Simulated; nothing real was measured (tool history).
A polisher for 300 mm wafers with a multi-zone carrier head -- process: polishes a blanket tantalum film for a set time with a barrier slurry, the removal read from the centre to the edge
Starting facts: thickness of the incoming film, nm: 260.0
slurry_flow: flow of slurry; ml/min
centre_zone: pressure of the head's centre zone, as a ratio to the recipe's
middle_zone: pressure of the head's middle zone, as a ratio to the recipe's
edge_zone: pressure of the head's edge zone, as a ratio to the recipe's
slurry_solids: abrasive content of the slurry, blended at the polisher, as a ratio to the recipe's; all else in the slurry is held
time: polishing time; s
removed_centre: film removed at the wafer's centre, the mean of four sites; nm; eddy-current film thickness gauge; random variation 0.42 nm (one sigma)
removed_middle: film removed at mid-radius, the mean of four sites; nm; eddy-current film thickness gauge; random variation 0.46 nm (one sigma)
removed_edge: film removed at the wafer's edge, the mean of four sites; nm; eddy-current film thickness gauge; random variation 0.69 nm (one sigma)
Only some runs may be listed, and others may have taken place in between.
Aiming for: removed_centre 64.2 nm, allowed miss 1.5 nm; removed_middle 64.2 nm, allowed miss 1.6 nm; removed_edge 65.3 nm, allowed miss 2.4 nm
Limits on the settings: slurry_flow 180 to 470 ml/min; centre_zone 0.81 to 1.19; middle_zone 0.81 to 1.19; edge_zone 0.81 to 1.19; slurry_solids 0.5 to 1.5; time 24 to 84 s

| run | hour | slurry_flow | centre_zone | middle_zone | edge_zone | slurry_solids | time | removed_centre | removed_middle | removed_edge |
|---|---|---|---|---|---|---|---|---|---|---|
| 1 | 0 | 300 | 1 | 1 | 1 | 1 | 54 | 106.49 | 97.907 | 101.25 |
| 2 | 2.7 | 300 | 1 | 1 | 1 | 1 | 62 | 122.73 | 112.89 | 116.67 |
| 3 | 8.2 | 300 | 1.07 | 1 | 1 | 1 | 62 | 128.62 | 112.56 | 118.44 |
| 4 | 12.3 | 285 | 1.01 | 0.99 | 0.99 | 0.9 | 57 | 108.76 | 97.932 | 104.84 |
| 5 | 14.6 | 285 | 1.01 | 0.99 | 0.92 | 0.9 | 57 | 109.38 | 99.253 | 99.106 |
| 6 | 16.1 | 275 | 0.96 | 0.98 | 0.9 | 0.8 | 54 | 93.924 | 89.787 | 88.431 |
| 7 | 23.4 | 270 | 0.93 | 0.95 | 0.88 | 0.75 | 52 | 84.691 | 80.622 | 82.44 |
| 8 | 30.7 | 275 | 0.91 | 0.94 | 0.86 | 0.7 | 51 | 79.164 | 77.719 | 77.602 |
| 9 | 33.9 | 270 | 0.84 | 0.84 | 0.81 | 0.5 | 48 | 58.457 | 55.863 | 60.511 |
| 10 | 34.6 | 290 | 0.85 | 0.86 | 0.82 | 0.5 | 48 | 59.627 | 57.468 | 61.402 |
| 11 | 38.5 | 375 | 0.88 | 0.95 | 0.87 | 0.55 | 48 | 66.506 | 68.004 | 67.812 |
| 12 | 40.9 | 375 | 0.88 | 0.94 | 0.86 | 0.55 | 48 | 66.267 | 66.844 | 65.936 |
| 13 | 45.3 | 375 | 0.88 | 0.94 | 0.86 | 0.55 | 48 | 67.191 | 66.757 | 67.197 |
| 14 | 53 | 375 | 0.87 | 0.93 | 0.85 | 0.55 | 48 | 65.63 | 66.257 | 66.009 |
| 15 | 56.1 | 375 | 0.87 | 0.92 | 0.85 | 0.55 | 48 | 65.791 | 64.967 | 67.073 |
| 16 | 57.8 | 370 | 0.87 | 0.92 | 0.84 | 0.55 | 48 | 65.551 | 65.449 | 65.886 |

Pick the move, out of 5, that brings all results within their allowed miss; only one does.
| A | 59.5 | 390 | 0.82 | 0.94 | 0.85 | 0.55 | 49 | ? | ? | ? |
| B | 59.5 | 465 | 0.87 | 0.92 | 0.87 | 0.95 | 37 | ? | ? | ? |
| C | 59.5 | 285 | 0.91 | 0.91 | 0.82 | 0.7 | 44 | ? | ? | ? |
| D | 59.5 | 355 | 0.87 | 1 | 0.81 | 0.6 | 46 | ? | ? | ? |
| E | 59.5 | 325 | 0.87 | 0.88 | 0.85 | 0.6 | 48 | ? | ? | ? |

| move | removed_centre | removed_middle | removed_edge |
|---|---|---|---|
| A | 62.491 | 68.61 | 68.526 |
| B | 63.722 | 64.67 | 66.31 |
| C | 67.687 | 65.32 | 66.452 |
| D | 64.536 | 70.337 | 65.363 |
| E | 66.723 | 65.455 | 69.372 |
A: the result that was furthest off in the last run now lies on the other side of its target
B: hits every target within its allowed miss
C: its largest miss is bigger than the last run's
D: the furthest-off result lands on target, but another misses its tolerance
E: its largest miss is bigger than the last run's
Move B is the one to make.
